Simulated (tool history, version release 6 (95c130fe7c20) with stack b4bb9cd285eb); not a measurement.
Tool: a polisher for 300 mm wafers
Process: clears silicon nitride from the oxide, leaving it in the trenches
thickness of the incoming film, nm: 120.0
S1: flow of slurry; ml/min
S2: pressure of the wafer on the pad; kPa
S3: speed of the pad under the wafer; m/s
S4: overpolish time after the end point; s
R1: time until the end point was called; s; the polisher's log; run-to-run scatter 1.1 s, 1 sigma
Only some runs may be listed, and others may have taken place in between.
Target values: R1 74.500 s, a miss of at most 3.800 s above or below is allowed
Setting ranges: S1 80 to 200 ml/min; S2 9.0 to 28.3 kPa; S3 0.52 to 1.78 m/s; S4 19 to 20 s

Run 1, hour 0.0: S1 130 ml/min, S2 18.6 kPa, S3 1.14 m/s, S4 19 s. Result: R1 118.190 s.
Run 2, hour 4.0: S1 115 ml/min, S2 18.6 kPa, S3 1.14 m/s, S4 19 s. Result: R1 117.290 s.
Run 3, hour 11.6: S1 100 ml/min, S2 18.6 kPa, S3 1.14 m/s, S4 19 s. Result: R1 124.710 s.
Run 4, hour 16.5: S1 100 ml/min, S2 18.6 kPa, S3 1.32 m/s, S4 19 s. Result: R1 113.100 s.
Run 5, hour 20.9: S1 80 ml/min, S2 18.6 kPa, S3 1.32 m/s, S4 19 s. Result: R1 123.440 s.
Run 6, hour 22.9: S1 105 ml/min, S2 20.0 kPa, S3 1.32 m/s, S4 19 s. Result: R1 101.270 s.
Run 7, hour 25.0: S1 125 ml/min, S2 20.7 kPa, S3 1.32 m/s, S4 19 s. Result: R1 95.449 s.
Run 8, hour 30.2: S1 135 ml/min, S2 22.1 kPa, S3 1.32 m/s, S4 19 s. Result: R1 88.837 s.
Run 9, hour 37.9: S1 140 ml/min, S2 22.8 kPa, S3 1.32 m/s, S4 19 s. Result: R1 85.124 s.
Run 10, hour 46.9: S1 145 ml/min, S2 23.4 kPa, S3 1.32 m/s, S4 19 s. Result: R1 81.647 s.
Run 11, hour 53.9: S1 145 ml/min, S2 23.4 kPa, S3 1.32 m/s, S4 19 s. Result: R1 83.277 s.
Run 12, hour 55.7: S1 145 ml/min, S2 23.4 kPa, S3 1.32 m/s, S4 19 s. Result: R1 80.880 s.
Run 13, hour 58.1: S1 150 ml/min, S2 24.1 kPa, S3 1.32 m/s, S4 19 s. Result: R1 79.658 s.

Exercise: of the 5 proposed moves below, exactly one satisfies all targets within the stated allowed misses. Which move is it?
Run A, hour 60.5: S1 130 ml/min, S2 22.8 kPa, S3 1.60 m/s, S4 20 s. Result: R1 ?.
Run B, hour 60.5: S1 170 ml/min, S2 27.6 kPa, S3 1.40 m/s, S4 20 s. Result: R1 ?.
Run C, hour 60.5: S1 175 ml/min, S2 27.6 kPa, S3 1.42 m/s, S4 19 s. Result: R1 ?.
Run D, hour 60.5: S1 135 ml/min, S2 23.4 kPa, S3 1.24 m/s, S4 20 s. Result: R1 ?.
Run E, hour 60.5: S1 120 ml/min, S2 22.8 kPa, S3 1.38 m/s, S4 19 s. Result: R1 ?.

move      R1
   A  74.096
   B  64.916
   C  63.918
   D  86.979
   E  84.656
A: hits every target within its allowed miss
B: the result that was furthest off in the last run now lies on the other side of its target
C: the result that was furthest off in the last run now lies on the other side of its target
D: the biggest miss grows against the last run
E: the biggest miss grows against the last run
Go with A: it meets all targets.
